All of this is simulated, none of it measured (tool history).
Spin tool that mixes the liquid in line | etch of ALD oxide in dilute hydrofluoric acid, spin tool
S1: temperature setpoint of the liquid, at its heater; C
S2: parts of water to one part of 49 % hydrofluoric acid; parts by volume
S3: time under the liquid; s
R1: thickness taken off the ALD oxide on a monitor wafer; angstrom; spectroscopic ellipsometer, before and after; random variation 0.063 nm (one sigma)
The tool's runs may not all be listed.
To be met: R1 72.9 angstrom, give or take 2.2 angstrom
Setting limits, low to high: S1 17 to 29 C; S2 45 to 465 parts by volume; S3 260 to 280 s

| run | hour | S1 | S2 | S3 | R1 |
|---|---|---|---|---|---|
| 1 | 0 | 21 | 255 | 260 | 132.5 |
| 2 | 4.8 | 19.5 | 290 | 260 | 106.77 |
| 3 | 9.4 | 19.5 | 290 | 280 | 113.56 |
| 4 | 17 | 17 | 290 | 280 | 104.84 |
| 5 | 25.2 | 20.5 | 290 | 280 | 118.95 |
| 6 | 28.2 | 19.5 | 315 | 280 | 102.9 |
|  | 29.1 | thermometer replaced |
| 7 | 29.1 | 18.5 | 335 | 280 | 83.477 |
| 8 | 32.1 | 18 | 340 | 280 | 81.901 |
| 9 | 40.8 | 17.5 | 345 | 280 | 79.534 |
| 10 | 47.1 | 17.5 | 350 | 280 | 77.961 |
| 11 | 55.1 | 17.5 | 355 | 280 | 75.744 |

Exactly one of the 4 candidate moves below puts every result within its allowed miss. Which one?
| A | 63.1 | 19 | 360 | 280 | ? |
| B | 63.1 | 18 | 370 | 280 | ? |
| C | 63.1 | 17 | 315 | 260 | ? |
| D | 63.1 | 17.5 | 335 | 275 | ? |

| move | R1 |
|---|---|
| A | 78.353 |
| B | 72.938 |
| C | 80.199 |
| D | 79.936 |
A: its largest miss is bigger than the last run's
B: every result lands within tolerance
C: its largest miss is bigger than the last run's
D: its largest miss is bigger than the last run's
So the answer is move B, the one that meets all the targets.

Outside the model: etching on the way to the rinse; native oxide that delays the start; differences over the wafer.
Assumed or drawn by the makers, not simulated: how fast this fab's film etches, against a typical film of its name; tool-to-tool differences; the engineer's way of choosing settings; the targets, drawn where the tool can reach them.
